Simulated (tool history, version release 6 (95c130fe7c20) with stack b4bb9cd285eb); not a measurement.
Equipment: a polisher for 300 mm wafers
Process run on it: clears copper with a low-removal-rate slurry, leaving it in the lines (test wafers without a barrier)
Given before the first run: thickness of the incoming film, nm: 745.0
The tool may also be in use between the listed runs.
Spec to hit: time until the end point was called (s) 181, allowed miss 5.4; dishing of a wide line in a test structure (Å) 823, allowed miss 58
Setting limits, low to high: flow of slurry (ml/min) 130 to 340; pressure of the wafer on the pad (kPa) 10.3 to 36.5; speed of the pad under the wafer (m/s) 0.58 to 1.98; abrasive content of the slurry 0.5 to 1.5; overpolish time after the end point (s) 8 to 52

| run | hour | flow of slurry (ml/min) | pressure of the wafer on the pad (kPa) | speed of the pad under the wafer (m/s) | abrasive content of the slurry | overpolish time after the end point (s) | time until the end point was called (s) | dishing of a wide line in a test structure (Å) |
|---|---|---|---|---|---|---|---|---|
| 1 | 0 | 220 | 23.4 | 1.28 | 1 | 26 | 195.8 | 605.39 |
| 2 | 0.8 | 220 | 23.4 | 1.28 | 1 | 20 | 197.01 | 503.53 |
| 3 | 7.2 | 220 | 23.4 | 1.28 | 1 | 22 | 190.6 | 530.14 |
| 4 | 9 | 185 | 23.4 | 1.28 | 1 | 22 | 198.78 | 542.46 |
|  | 11.4 | head pressure recalibrated |
| 5 | 11.4 | 185 | 23.4 | 1.28 | 0.9 | 22 | 215.21 | 499.41 |
| 6 | 14.4 | 185 | 18.6 | 1.28 | 0.9 | 22 | 254.33 | 426.7 |
| 7 | 17.6 | 190 | 19.3 | 1.28 | 0.9 | 23 | 248.38 | 457.71 |
| 8 | 22.7 | 195 | 20 | 1.28 | 0.9 | 24 | 239.27 | 476.14 |
| 9 | 26.4 | 205 | 26.9 | 1.28 | 0.9 | 37 | 194.11 | 812.03 |

Which one of the following 5 next-run settings gets every result inside its allowed miss? There is exactly one.
| A | 30.1 | 130 | 29.6 | 1.34 | 0.9 | 36 | ? | ? |
| B | 30.1 | 195 | 24.8 | 1.26 | 0.9 | 39 | ? | ? |
| C | 30.1 | 175 | 26.2 | 1.46 | 1 | 41 | ? | ? |
| D | 30.1 | 180 | 29.6 | 1.16 | 0.9 | 30 | ? | ? |
| E | 30.1 | 200 | 28.3 | 1.36 | 0.75 | 27 | ? | ? |

| move | time until the end point was called (s) | dishing of a wide line in a test structure (Å) |
|---|---|---|
| A | 182.48 | 805.4 |
| B | 210.29 | 760.78 |
| C | 173.53 | 887.48 |
| D | 200.66 | 666.37 |
| E | 182.68 | 658.54 |
A: meets every target
B: lands further from the targets than the last run did
C: the result that was furthest off in the last run now lies on the other side of its target
D: lands further from the targets than the last run did
E: brings the last run's worst result on target, with another outside its allowed miss
Go with A: it meets all targets.

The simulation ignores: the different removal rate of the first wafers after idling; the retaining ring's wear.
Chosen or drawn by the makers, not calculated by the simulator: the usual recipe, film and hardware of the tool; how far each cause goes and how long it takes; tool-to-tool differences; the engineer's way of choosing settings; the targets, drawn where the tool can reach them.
